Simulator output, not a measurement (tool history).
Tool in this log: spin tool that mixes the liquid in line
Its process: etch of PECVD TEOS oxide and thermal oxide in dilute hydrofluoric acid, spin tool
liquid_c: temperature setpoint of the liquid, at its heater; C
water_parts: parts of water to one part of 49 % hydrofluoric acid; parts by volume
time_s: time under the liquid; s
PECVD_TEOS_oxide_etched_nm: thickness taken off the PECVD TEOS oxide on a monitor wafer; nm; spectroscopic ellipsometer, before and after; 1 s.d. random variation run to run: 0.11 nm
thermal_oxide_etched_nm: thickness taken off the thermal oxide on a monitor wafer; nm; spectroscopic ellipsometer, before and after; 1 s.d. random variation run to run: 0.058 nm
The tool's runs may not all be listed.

{"run": 1, "hour": 0.0, "liquid_c": 25.0, "water_parts": 75, "time_s": 165, "PECVD_TEOS_oxide_etched_nm": 41.345, "thermal_oxide_etched_nm": 10.61}
{"run": 2, "hour": 7.8, "liquid_c": 25.0, "water_parts": 75, "time_s": 120, "PECVD_TEOS_oxide_etched_nm": 30.083, "thermal_oxide_etched_nm": 7.7271}
{"run": 3, "hour": 9.1, "liquid_c": 26.0, "water_parts": 75, "time_s": 120, "PECVD_TEOS_oxide_etched_nm": 31.277, "thermal_oxide_etched_nm": 8.1341}
{"run": 4, "hour": 18.0, "liquid_c": 26.5, "water_parts": 75, "time_s": 120, "PECVD_TEOS_oxide_etched_nm": 31.969, "thermal_oxide_etched_nm": 8.2264}
{"run": 5, "hour": 26.9, "liquid_c": 27.0, "water_parts": 75, "time_s": 120, "PECVD_TEOS_oxide_etched_nm": 32.598, "thermal_oxide_etched_nm": 8.293}
{"run": 6, "hour": 31.4, "liquid_c": 24.5, "water_parts": 75, "time_s": 120, "PECVD_TEOS_oxide_etched_nm": 29.491, "thermal_oxide_etched_nm": 7.5243}
{"run": 7, "hour": 40.3, "liquid_c": 25.5, "water_parts": 75, "time_s": 120, "PECVD_TEOS_oxide_etched_nm": 30.491, "thermal_oxide_etched_nm": 7.9733}
{"run": 8, "hour": 44.4, "liquid_c": 26.5, "water_parts": 75, "time_s": 120, "PECVD_TEOS_oxide_etched_nm": 31.881, "thermal_oxide_etched_nm": 8.2413}
{"run": 9, "hour": 46.0, "liquid_c": 27.0, "water_parts": 75, "time_s": 120, "PECVD_TEOS_oxide_etched_nm": 32.618, "thermal_oxide_etched_nm": 8.2811}
{"run": 10, "hour": 50.6, "liquid_c": 27.5, "water_parts": 75, "time_s": 120, "PECVD_TEOS_oxide_etched_nm": 33.074, "thermal_oxide_etched_nm": 8.5601}

Run 11 comes next. What will it give?
{"run": 11, "hour": 54.1, "liquid_c": 28.0, "water_parts": 75, "time_s": 120, "PECVD_TEOS_oxide_etched_nm": "?", "thermal_oxide_etched_nm": "?"}

{"run 11": {"PECVD_TEOS_oxide_etched_nm": 33.857, "thermal_oxide_etched_nm": 8.6807}}
